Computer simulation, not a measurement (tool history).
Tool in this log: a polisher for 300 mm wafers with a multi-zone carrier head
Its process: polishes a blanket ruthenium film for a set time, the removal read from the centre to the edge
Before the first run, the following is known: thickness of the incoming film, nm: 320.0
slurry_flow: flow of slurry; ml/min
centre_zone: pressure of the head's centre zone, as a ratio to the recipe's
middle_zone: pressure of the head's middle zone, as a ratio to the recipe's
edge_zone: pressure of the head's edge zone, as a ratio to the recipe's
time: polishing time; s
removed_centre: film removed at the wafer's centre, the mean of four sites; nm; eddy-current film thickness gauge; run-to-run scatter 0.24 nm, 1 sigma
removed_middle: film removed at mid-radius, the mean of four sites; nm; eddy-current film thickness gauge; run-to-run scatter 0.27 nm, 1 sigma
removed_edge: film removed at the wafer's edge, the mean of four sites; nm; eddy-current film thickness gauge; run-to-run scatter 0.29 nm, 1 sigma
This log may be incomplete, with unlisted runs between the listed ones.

Run 1, hour 0.0: slurry_flow 230 ml/min, centre_zone 1.00, middle_zone 1.00, edge_zone 1.00, time 46 s. Result: removed_centre 33.875 nm, removed_middle 30.142 nm, removed_edge 31.402 nm.
Run 2, hour 0.7: slurry_flow 230 ml/min, centre_zone 1.00, middle_zone 1.00, edge_zone 1.08, time 46 s. Result: removed_centre 33.543 nm, removed_middle 30.490 nm, removed_edge 32.721 nm.
Run 3, hour 1.3: slurry_flow 230 ml/min, centre_zone 1.00, middle_zone 1.00, edge_zone 1.08, time 57 s. Result: removed_centre 41.448 nm, removed_middle 37.260 nm, removed_edge 40.146 nm.
Run 4, hour 5.7: slurry_flow 230 ml/min, centre_zone 1.00, middle_zone 1.00, edge_zone 1.08, time 52 s. Result: removed_centre 37.947 nm, removed_middle 34.700 nm, removed_edge 37.226 nm.
Run 5, hour 9.0: slurry_flow 240 ml/min, centre_zone 1.00, middle_zone 1.02, edge_zone 1.08, time 52 s. Result: removed_centre 38.344 nm, removed_middle 35.126 nm, removed_edge 37.078 nm.
Run 6, hour 10.6: slurry_flow 240 ml/min, centre_zone 1.00, middle_zone 0.96, edge_zone 1.08, time 52 s. Result: removed_centre 38.214 nm, removed_middle 33.540 nm, removed_edge 37.143 nm.
Run 7, hour 14.7: slurry_flow 250 ml/min, centre_zone 0.99, middle_zone 0.99, edge_zone 1.07, time 52 s. Result: removed_centre 38.349 nm, removed_middle 34.019 nm, removed_edge 36.867 nm.
Run 8, hour 20.9: slurry_flow 250 ml/min, centre_zone 0.99, middle_zone 1.02, edge_zone 1.08, time 52 s. Result: removed_centre 38.471 nm, removed_middle 34.959 nm, removed_edge 37.024 nm.

Estimate the outcome of run 9 from the log above:
Run 9, hour 25.9: slurry_flow 250 ml/min, centre_zone 0.99, middle_zone 1.05, edge_zone 1.09, time 52 s. Result: removed_centre ?, removed_middle ?, removed_edge ?.

{"run 9": {"removed_centre": 38.344, "removed_middle": 35.754, "removed_edge": 37.332}}
